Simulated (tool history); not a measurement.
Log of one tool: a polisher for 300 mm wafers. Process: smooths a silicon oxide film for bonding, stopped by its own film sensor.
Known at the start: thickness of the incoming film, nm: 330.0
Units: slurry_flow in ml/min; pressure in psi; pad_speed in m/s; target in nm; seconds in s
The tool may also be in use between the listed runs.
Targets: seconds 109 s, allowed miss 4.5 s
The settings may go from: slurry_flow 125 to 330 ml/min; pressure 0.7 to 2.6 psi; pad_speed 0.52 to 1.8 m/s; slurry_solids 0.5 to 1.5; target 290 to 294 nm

Run 1, day 0: slurry_flow 210 ml/min, pressure 1.6 psi, pad_speed 1.16 m/s, slurry_solids 1, target 290 nm. Result: seconds 67.254 s.
Run 2, day 0.212: slurry_flow 210 ml/min, pressure 1.5 psi, pad_speed 1.16 m/s, slurry_solids 1, target 290 nm. Result: seconds 69.661 s.
Run 3, day 0.592: slurry_flow 210 ml/min, pressure 1.4 psi, pad_speed 1.16 m/s, slurry_solids 1, target 290 nm. Result: seconds 73.143 s.
Run 4, day 0.771: slurry_flow 210 ml/min, pressure 1.3 psi, pad_speed 1.14 m/s, slurry_solids 1, target 290 nm. Result: seconds 80.157 s.
Run 5, day 1.071: slurry_flow 185 ml/min, pressure 1.3 psi, pad_speed 1.14 m/s, slurry_solids 1, target 290 nm. Result: seconds 82.67 s.
Run 6, day 1.154: slurry_flow 180 ml/min, pressure 1.3 psi, pad_speed 1.14 m/s, slurry_solids 1, target 290 nm. Result: seconds 83.644 s.
Run 7, day 1.304: slurry_flow 175 ml/min, pressure 1.3 psi, pad_speed 1.14 m/s, slurry_solids 1, target 290 nm. Result: seconds 82.625 s.
Run 8, day 1.392: slurry_flow 175 ml/min, pressure 0.8 psi, pad_speed 1.12 m/s, slurry_solids 1, target 290 nm. Result: seconds 122.79 s.

4 next moves are on the table. One of them brings every result within its allowed miss. Which?
Run A, day 1.479: slurry_flow 200 ml/min, pressure 0.8 psi, pad_speed 0.96 m/s, slurry_solids 1.4, target 293 nm. Result: seconds ?.
Run B, day 1.479: slurry_flow 170 ml/min, pressure 0.8 psi, pad_speed 1.12 m/s, slurry_solids 0.95, target 291 nm. Result: seconds ?.
Run C, day 1.479: slurry_flow 175 ml/min, pressure 0.7 psi, pad_speed 1.44 m/s, slurry_solids 0.85, target 290 nm. Result: seconds ?.
Run D, day 1.479: slurry_flow 180 ml/min, pressure 0.8 psi, pad_speed 1.12 m/s, slurry_solids 0.95, target 292 nm. Result: seconds ?.

move  seconds
   A   108.72
   B   122.57
   C   121.71
   D   118.31
A: meets every target
B: as far off as the last run
C: nearer than the last run, and not there yet
D: nearer than the last run, and not there yet
Answer: A
